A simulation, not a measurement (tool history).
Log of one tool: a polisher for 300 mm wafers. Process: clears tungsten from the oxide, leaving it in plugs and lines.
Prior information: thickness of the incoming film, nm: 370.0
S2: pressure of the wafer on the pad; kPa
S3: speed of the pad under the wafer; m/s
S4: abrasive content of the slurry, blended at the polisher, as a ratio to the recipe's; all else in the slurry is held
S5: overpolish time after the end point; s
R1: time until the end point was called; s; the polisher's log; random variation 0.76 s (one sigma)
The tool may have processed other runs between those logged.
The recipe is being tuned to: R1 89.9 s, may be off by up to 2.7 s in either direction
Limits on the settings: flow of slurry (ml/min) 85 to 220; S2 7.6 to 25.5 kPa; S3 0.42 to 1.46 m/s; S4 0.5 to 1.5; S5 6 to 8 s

Run 1, hour 0: flow of slurry (ml/min) 140, S2 16.5 kPa, S3 0.94 m/s, S4 1, S5 8 s. Result: R1 151.98 s.
Run 2, hour 4: flow of slurry (ml/min) 140, S2 16.5 kPa, S3 1.12 m/s, S4 1, S5 8 s. Result: R1 128.82 s.
Run 3, hour 9.1: flow of slurry (ml/min) 140, S2 16.5 kPa, S3 1.12 m/s, S4 1.15, S5 8 s. Result: R1 125.75 s.
Run 4, hour 12.3: flow of slurry (ml/min) 150, S2 17.9 kPa, S3 1.12 m/s, S4 1.15, S5 8 s. Result: R1 113.68 s.
Run 5, hour 14.2: flow of slurry (ml/min) 150, S2 17.9 kPa, S3 0.98 m/s, S4 1.15, S5 8 s. Result: R1 130.46 s.
Run 6, hour 21.1: flow of slurry (ml/min) 150, S2 15.9 kPa, S3 0.98 m/s, S4 1.15, S5 8 s. Result: R1 145.24 s.
Run 7, hour 22.3: flow of slurry (ml/min) 185, S2 20 kPa, S3 1 m/s, S4 1.15, S5 8 s. Result: R1 108.9 s.
Run 8, hour 27.8: flow of slurry (ml/min) 195, S2 23.4 kPa, S3 1 m/s, S4 1.15, S5 8 s. Result: R1 94.005 s.
Run 9, hour 35.6: flow of slurry (ml/min) 200, S2 23.4 kPa, S3 1 m/s, S4 1.15, S5 8 s. Result: R1 93.138 s.
Run 10, hour 39.2: flow of slurry (ml/min) 205, S2 23.4 kPa, S3 1 m/s, S4 1.15, S5 8 s. Result: R1 92.413 s.

Of the 5 settings listed for the next run, only one would bring every result within its allowed miss of target. Which one?
Run A, hour 42.8: flow of slurry (ml/min) 215, S2 21.4 kPa, S3 1.06 m/s, S4 1.2, S5 7 s. Result: R1 ?.
Run B, hour 42.8: flow of slurry (ml/min) 190, S2 23.4 kPa, S3 1 m/s, S4 1.15, S5 7 s. Result: R1 ?.
Run C, hour 42.8: flow of slurry (ml/min) 200, S2 22.1 kPa, S3 1.02 m/s, S4 1.2, S5 8 s. Result: R1 ?.
Run D, hour 42.8: flow of slurry (ml/min) 200, S2 24.1 kPa, S3 0.94 m/s, S4 1.2, S5 6 s. Result: R1 ?.
Run E, hour 42.8: flow of slurry (ml/min) 200, S2 25.5 kPa, S3 0.96 m/s, S4 1.05, S5 8 s. Result: R1 ?.

move      R1
   A  94.386
   B  93.359
   C   95.69
   D  94.404
   E  90.291
A: lands further from the targets than the last run did
B: lands further from the targets than the last run did
C: lands further from the targets than the last run did
D: lands further from the targets than the last run did
E: every result lands within tolerance
The right move is E.
